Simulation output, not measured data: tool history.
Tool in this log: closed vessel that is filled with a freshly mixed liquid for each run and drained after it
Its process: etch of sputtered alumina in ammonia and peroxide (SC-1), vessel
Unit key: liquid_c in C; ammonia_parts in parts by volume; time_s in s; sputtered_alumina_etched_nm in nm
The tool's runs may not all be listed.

run 1 hour=0 | liquid_c=49 ammonia_parts=0.6 time_s=165 | sputtered_alumina_etched_nm=9.0492
run 2 hour=8.6 | liquid_c=42.5 ammonia_parts=0.6 time_s=165 | sputtered_alumina_etched_nm=6.2265
run 3 hour=13.7 | liquid_c=42.5 ammonia_parts=0.6 time_s=175 | sputtered_alumina_etched_nm=6.5662
run 4 hour=22 | liquid_c=46 ammonia_parts=0.6 time_s=175 | sputtered_alumina_etched_nm=7.9742
run 5 hour=22.9 | liquid_c=42.5 ammonia_parts=0.6 time_s=175 | sputtered_alumina_etched_nm=6.6162
-- hour=30 thermometer replaced
run 6 hour=30 | liquid_c=42.5 ammonia_parts=0.6 time_s=165 | sputtered_alumina_etched_nm=7.0168
run 7 hour=36.2 | liquid_c=47 ammonia_parts=0.65 time_s=165 | sputtered_alumina_etched_nm=9.1745
run 8 hour=42.8 | liquid_c=49 ammonia_parts=0.65 time_s=165 | sputtered_alumina_etched_nm=10.234
run 9 hour=51.4 | liquid_c=51 ammonia_parts=0.65 time_s=165 | sputtered_alumina_etched_nm=11.381
run 10 hour=59.7 | liquid_c=52.5 ammonia_parts=0.65 time_s=165 | sputtered_alumina_etched_nm=12.337
run 11 hour=68.7 | liquid_c=54 ammonia_parts=0.65 time_s=165 | sputtered_alumina_etched_nm=13.389

Run 12 has not been measured yet. What should we expect?
run 12 hour=72.5 | liquid_c=55 ammonia_parts=0.65 time_s=165 | sputtered_alumina_etched_nm=?

sputtered_alumina_etched_nm: 13.988 nm
